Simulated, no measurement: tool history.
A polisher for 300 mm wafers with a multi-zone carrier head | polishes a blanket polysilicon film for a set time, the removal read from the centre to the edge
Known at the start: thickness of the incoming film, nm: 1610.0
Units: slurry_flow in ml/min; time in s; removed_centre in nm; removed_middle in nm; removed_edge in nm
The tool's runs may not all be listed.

run,hour,slurry_flow,centre_zone,middle_zone,edge_zone,time,removed_centre,removed_middle,removed_edge
1,0.0,295,1.00,1.00,1.00,64,324.75,320.42,327.81
2,7.4,295,0.97,1.00,1.00,64,309.10,324.36,320.74
3,9.6,360,0.97,1.00,1.00,64,319.23,331.27,330.78
4,16.0,430,0.97,1.00,1.00,64,322.72,334.76,323.53
5,18.3,430,0.93,1.00,1.00,64,310.42,335.69,330.87
6,20.9,430,0.93,1.00,1.00,71,340.27,370.20,371.20
7,28.7,435,0.98,1.02,0.99,71,361.90,375.78,375.28
8,29.4,435,0.98,1.02,0.99,71,361.97,375.14,359.36

Run 9 comes next. What will it give?
9,34.1,435,1.01,1.04,0.99,72,?,?,?

{"run 9": {"removed_centre": 383.54, "removed_middle": 390.46, "removed_edge": 373.55}}
